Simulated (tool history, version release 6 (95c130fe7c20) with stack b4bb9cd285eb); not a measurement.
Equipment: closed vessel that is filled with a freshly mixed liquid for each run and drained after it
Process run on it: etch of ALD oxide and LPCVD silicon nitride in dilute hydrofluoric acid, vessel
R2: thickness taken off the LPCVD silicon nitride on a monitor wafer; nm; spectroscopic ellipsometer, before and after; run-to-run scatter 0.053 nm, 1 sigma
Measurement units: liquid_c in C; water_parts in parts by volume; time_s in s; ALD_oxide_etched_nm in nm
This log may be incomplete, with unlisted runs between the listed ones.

Run 1, hour 0.0: liquid_c 22 C, water_parts 55 parts by volume, time_s 60 s. Result: ALD_oxide_etched_nm 33.570 nm, R2 0.44234 nm.
Run 2, hour 6.4: liquid_c 22 C, water_parts 75 parts by volume, time_s 60 s. Result: ALD_oxide_etched_nm 23.714 nm, R2 0.38106 nm.
Run 3, hour 7.9: liquid_c 22 C, water_parts 90 parts by volume, time_s 60 s. Result: ALD_oxide_etched_nm 19.193 nm, R2 0.27430 nm.
Run 4, hour 14.4: liquid_c 22 C, water_parts 105 parts by volume, time_s 60 s. Result: ALD_oxide_etched_nm 16.557 nm, R2 0.19115 nm.
Run 5, hour 23.6: liquid_c 22 C, water_parts 105 parts by volume, time_s 60 s. Result: ALD_oxide_etched_nm 16.530 nm, R2 0.25822 nm.
Run 6, hour 28.0: liquid_c 22 C, water_parts 95 parts by volume, time_s 60 s. Result: ALD_oxide_etched_nm 18.522 nm, R2 0.29430 nm.

What will run 7 give?
Run 7, hour 32.0: liquid_c 26 C, water_parts 70 parts by volume, time_s 65 s. Result: ALD_oxide_etched_nm ?, R2 ?.

Run 7 came out at ALD_oxide_etched_nm 32.836 nm, R2 0.51727 nm.
